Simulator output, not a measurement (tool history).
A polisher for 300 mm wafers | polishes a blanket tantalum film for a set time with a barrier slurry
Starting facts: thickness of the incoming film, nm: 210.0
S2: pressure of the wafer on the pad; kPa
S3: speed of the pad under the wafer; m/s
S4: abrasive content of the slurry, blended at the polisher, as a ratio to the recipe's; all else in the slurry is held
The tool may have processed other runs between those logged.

{"run": 1, "hour": 0.0, "flow of slurry (ml/min)": 170, "S2": 12.4, "S3": 0.96, "S4": 1.0, "polishing time (s)": 74, "film removed (Å)": 929.16}
{"run": 2, "hour": 3.9, "flow of slurry (ml/min)": 170, "S2": 10.3, "S3": 0.94, "S4": 1.0, "polishing time (s)": 74, "film removed (Å)": 781.14}
{"run": 3, "hour": 12.5, "flow of slurry (ml/min)": 170, "S2": 9.0, "S3": 0.92, "S4": 1.0, "polishing time (s)": 74, "film removed (Å)": 656.83}
{"run": 4, "hour": 19.3, "flow of slurry (ml/min)": 170, "S2": 9.0, "S3": 0.92, "S4": 1.0, "polishing time (s)": 78, "film removed (Å)": 695.53}
{"run": 5, "hour": 21.8, "flow of slurry (ml/min)": 170, "S2": 9.0, "S3": 0.92, "S4": 1.2, "polishing time (s)": 78, "film removed (Å)": 764.95}
{"run": 6, "hour": 29.3, "flow of slurry (ml/min)": 170, "S2": 8.3, "S3": 0.9, "S4": 1.2, "polishing time (s)": 78, "film removed (Å)": 674.21}

Run 7 has not been measured yet. What should we expect?
{"run": 7, "hour": 31.4, "flow of slurry (ml/min)": 165, "S2": 5.5, "S3": 0.88, "S4": 1.2, "polishing time (s)": 78, "film removed (Å)": "?"}

{"run 7": {"film removed (Å)": 454.77}}
